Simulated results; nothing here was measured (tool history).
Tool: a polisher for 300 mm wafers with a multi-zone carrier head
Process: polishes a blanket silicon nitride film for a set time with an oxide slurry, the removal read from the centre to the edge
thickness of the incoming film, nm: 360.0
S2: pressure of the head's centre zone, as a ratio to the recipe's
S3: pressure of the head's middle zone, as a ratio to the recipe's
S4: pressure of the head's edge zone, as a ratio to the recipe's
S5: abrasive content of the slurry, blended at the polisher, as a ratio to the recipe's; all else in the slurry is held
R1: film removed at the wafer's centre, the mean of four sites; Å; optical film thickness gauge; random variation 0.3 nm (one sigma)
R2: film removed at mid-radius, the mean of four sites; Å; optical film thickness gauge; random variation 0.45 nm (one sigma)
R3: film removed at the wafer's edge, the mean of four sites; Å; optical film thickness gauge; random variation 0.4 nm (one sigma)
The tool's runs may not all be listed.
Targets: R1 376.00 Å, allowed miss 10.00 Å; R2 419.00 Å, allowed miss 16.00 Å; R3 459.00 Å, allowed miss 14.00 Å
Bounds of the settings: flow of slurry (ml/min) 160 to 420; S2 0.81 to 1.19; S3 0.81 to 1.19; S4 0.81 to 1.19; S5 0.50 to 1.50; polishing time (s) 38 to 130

{"run": 1, "hour": 0.0, "flow of slurry (ml/min)": 270, "S2": 1.0, "S3": 1.0, "S4": 1.0, "S5": 1.0, "polishing time (s)": 84, "R1": 367.75, "R2": 365.95, "R3": 372.18}
{"run": 2, "hour": 3.6, "flow of slurry (ml/min)": 270, "S2": 1.0, "S3": 1.0, "S4": 0.94, "S5": 1.0, "polishing time (s)": 84, "R1": 372.83, "R2": 363.56, "R3": 366.46}
{"run": 3, "hour": 9.1, "flow of slurry (ml/min)": 270, "S2": 0.96, "S3": 1.0, "S4": 0.94, "S5": 1.0, "polishing time (s)": 84, "R1": 355.26, "R2": 372.77, "R3": 362.71}
{"run": 4, "hour": 9.9, "flow of slurry (ml/min)": 270, "S2": 0.89, "S3": 1.0, "S4": 0.94, "S5": 1.0, "polishing time (s)": 84, "R1": 329.82, "R2": 373.84, "R3": 363.1}
{"run": 5, "hour": 18.5, "flow of slurry (ml/min)": 270, "S2": 0.89, "S3": 1.07, "S4": 0.94, "S5": 1.0, "polishing time (s)": 84, "R1": 327.72, "R2": 387.14, "R3": 366.64}
{"run": 6, "hour": 23.4, "flow of slurry (ml/min)": 215, "S2": 0.89, "S3": 1.07, "S4": 0.94, "S5": 1.0, "polishing time (s)": 84, "R1": 314.97, "R2": 371.16, "R3": 360.42}
{"run": 7, "hour": 29.8, "flow of slurry (ml/min)": 290, "S2": 0.92, "S3": 1.03, "S4": 1.04, "S5": 1.25, "polishing time (s)": 85, "R1": 382.55, "R2": 425.59, "R3": 427.99}
{"run": 8, "hour": 30.5, "flow of slurry (ml/min)": 285, "S2": 0.92, "S3": 1.03, "S4": 1.05, "S5": 1.25, "polishing time (s)": 85, "R1": 385.85, "R2": 429.13, "R3": 422.77}
{"run": 9, "hour": 33.2, "flow of slurry (ml/min)": 280, "S2": 0.91, "S3": 1.01, "S4": 1.07, "S5": 1.25, "polishing time (s)": 85, "R1": 381.91, "R2": 414.61, "R3": 422.59}
{"run": 10, "hour": 39.6, "flow of slurry (ml/min)": 290, "S2": 0.84, "S3": 1.0, "S4": 1.17, "S5": 1.35, "polishing time (s)": 85, "R1": 359.95, "R2": 423.71, "R3": 454.02}

Which of these 4 next moves meets every target?
{"run": "A", "hour": 46.0, "flow of slurry (ml/min)": 270, "S2": 0.87, "S3": 0.97, "S4": 1.16, "S5": 1.35, "polishing time (s)": 86, "R1": "?", "R2": "?", "R3": "?"}
{"run": "B", "hour": 46.0, "flow of slurry (ml/min)": 295, "S2": 0.92, "S3": 1.07, "S4": 1.12, "S5": 1.5, "polishing time (s)": 84, "R1": "?", "R2": "?", "R3": "?"}
{"run": "C", "hour": 46.0, "flow of slurry (ml/min)": 375, "S2": 0.83, "S3": 0.88, "S4": 1.19, "S5": 1.2, "polishing time (s)": 88, "R1": "?", "R2": "?", "R3": "?"}
{"run": "D", "hour": 46.0, "flow of slurry (ml/min)": 295, "S2": 0.81, "S3": 0.98, "S4": 1.18, "S5": 1.3, "polishing time (s)": 84, "R1": "?", "R2": "?", "R3": "?"}

move=A R1=379.97 R2=421.04 R3=464.02
move=B R1=413.08 R2=469.24 R3=468.69
move=C R1=364.02 R2=389.12 R3=466.62
move=D R1=343.30 R2=412.09 R3=451.85
A: meets every target
B: takes the result that was furthest off past its target
C: further off than the last run
D: further off than the last run
Move A is the one to make.
